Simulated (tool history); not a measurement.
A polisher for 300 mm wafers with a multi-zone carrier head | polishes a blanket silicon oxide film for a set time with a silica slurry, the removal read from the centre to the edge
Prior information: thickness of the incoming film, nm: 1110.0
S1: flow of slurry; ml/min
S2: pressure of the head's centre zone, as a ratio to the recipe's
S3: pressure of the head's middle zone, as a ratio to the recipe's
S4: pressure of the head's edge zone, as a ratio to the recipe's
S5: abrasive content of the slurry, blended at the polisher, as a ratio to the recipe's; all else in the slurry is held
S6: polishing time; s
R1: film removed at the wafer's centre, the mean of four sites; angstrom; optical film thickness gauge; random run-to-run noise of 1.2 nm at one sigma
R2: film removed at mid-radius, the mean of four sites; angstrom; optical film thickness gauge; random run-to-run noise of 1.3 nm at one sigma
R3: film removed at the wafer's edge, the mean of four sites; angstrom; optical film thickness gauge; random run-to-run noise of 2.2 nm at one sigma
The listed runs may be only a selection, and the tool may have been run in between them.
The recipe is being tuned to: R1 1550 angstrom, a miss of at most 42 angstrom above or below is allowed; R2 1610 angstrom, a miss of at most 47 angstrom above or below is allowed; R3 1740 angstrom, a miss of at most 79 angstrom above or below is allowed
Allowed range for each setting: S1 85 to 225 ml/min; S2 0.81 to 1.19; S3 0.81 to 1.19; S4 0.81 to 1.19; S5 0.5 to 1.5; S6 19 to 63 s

Run 1, hour 0: S1 145 ml/min, S2 1, S3 1, S4 1, S5 1, S6 41 s. Result: R1 1074.6 angstrom, R2 1124.7 angstrom, R3 1116.2 angstrom.
Run 2, hour 8.7: S1 145 ml/min, S2 1, S3 1, S4 1, S5 1.15, S6 41 s. Result: R1 1157.3 angstrom, R2 1195.6 angstrom, R3 1174.3 angstrom.
Run 3, hour 11.9: S1 145 ml/min, S2 0.99, S3 1, S4 1.04, S5 1.25, S6 42 s. Result: R1 1214.6 angstrom, R2 1278.8 angstrom, R3 1290.1 angstrom.
Run 4, hour 16.1: S1 180 ml/min, S2 0.99, S3 1, S4 1.04, S5 1.25, S6 42 s. Result: R1 1257.2 angstrom, R2 1303.2 angstrom, R3 1306.9 angstrom.
At hour 20.7: centre zone pressure recalibrated.
Run 5, hour 20.7: S1 180 ml/min, S2 0.99, S3 1, S4 1.04, S5 1.25, S6 35 s. Result: R1 1086.7 angstrom, R2 1081.7 angstrom, R3 1056.2 angstrom.
Run 6, hour 21.5: S1 165 ml/min, S2 1, S3 1, S4 1.06, S5 1.3, S6 38 s. Result: R1 1203.6 angstrom, R2 1189 angstrom, R3 1191 angstrom.
Run 7, hour 23.8: S1 155 ml/min, S2 1, S3 1, S4 1.08, S5 1.35, S6 40 s. Result: R1 1254.1 angstrom, R2 1231.8 angstrom, R3 1304.3 angstrom.
Run 8, hour 28.7: S1 165 ml/min, S2 1.02, S3 1.1, S4 1.18, S5 1.5, S6 47 s. Result: R1 1612.5 angstrom, R2 1688.3 angstrom, R3 1653.1 angstrom.
Run 9, hour 31.7: S1 160 ml/min, S2 1.01, S3 1.09, S4 1.18, S5 1.5, S6 47 s. Result: R1 1582.9 angstrom, R2 1655.6 angstrom, R3 1656.7 angstrom.
Run 10, hour 33.1: S1 155 ml/min, S2 1, S3 1.08, S4 1.18, S5 1.5, S6 47 s. Result: R1 1557.7 angstrom, R2 1662 angstrom, R3 1667.1 angstrom.
Run 11, hour 35: S1 155 ml/min, S2 1, S3 1.08, S4 1.18, S5 1.5, S6 47 s. Result: R1 1543.2 angstrom, R2 1657.6 angstrom, R3 1640.1 angstrom.
Run 12, hour 39.7: S1 150 ml/min, S2 1, S3 1.06, S4 1.18, S5 1.5, S6 47 s. Result: R1 1530.8 angstrom, R2 1602.7 angstrom, R3 1663.1 angstrom.
Run 13, hour 40.6: S1 150 ml/min, S2 1, S3 1.05, S4 1.18, S5 1.5, S6 47 s. Result: R1 1556.1 angstrom, R2 1591.6 angstrom, R3 1626 angstrom.
Run 14, hour 49.4: S1 140 ml/min, S2 0.99, S3 1.04, S4 1.18, S5 1.5, S6 48 s. Result: R1 1555.9 angstrom, R2 1595.1 angstrom, R3 1660.1 angstrom.

5 candidate next runs follow, results not yet known. Just one meets every target within its allowed miss. Identify it.
Run A, hour 58.2: S1 145 ml/min, S2 1.01, S3 1.01, S4 1.19, S5 1.5, S6 46 s. Result: R1 ?, R2 ?, R3 ?.
Run B, hour 58.2: S1 145 ml/min, S2 0.94, S3 0.99, S4 1.18, S5 1.5, S6 50 s. Result: R1 ?, R2 ?, R3 ?.
Run C, hour 58.2: S1 125 ml/min, S2 1.02, S3 1.14, S4 1.14, S5 1.5, S6 46 s. Result: R1 ?, R2 ?, R3 ?.
Run D, hour 58.2: S1 135 ml/min, S2 1.03, S3 1.09, S4 1.1, S5 1.4, S6 47 s. Result: R1 ?, R2 ?, R3 ?.
Run E, hour 58.2: S1 180 ml/min, S2 1.02, S3 1.09, S4 1.17, S5 1.5, S6 48 s. Result: R1 ?, R2 ?, R3 ?.

move      R1      R2      R3
   A    1520  1496.9  1583.8
   B  1538.9  1600.4  1714.3
   C  1499.2  1624.4  1522.6
   D  1527.1  1575.1  1502.6
   E    1656  1715.9    1671
A: lands further from the targets than the last run did
B: all results in spec
C: lands further from the targets than the last run did
D: lands further from the targets than the last run did
E: puts the biggest miss on target and leaves a different result outside tolerance
Correct choice: B, which meets every target

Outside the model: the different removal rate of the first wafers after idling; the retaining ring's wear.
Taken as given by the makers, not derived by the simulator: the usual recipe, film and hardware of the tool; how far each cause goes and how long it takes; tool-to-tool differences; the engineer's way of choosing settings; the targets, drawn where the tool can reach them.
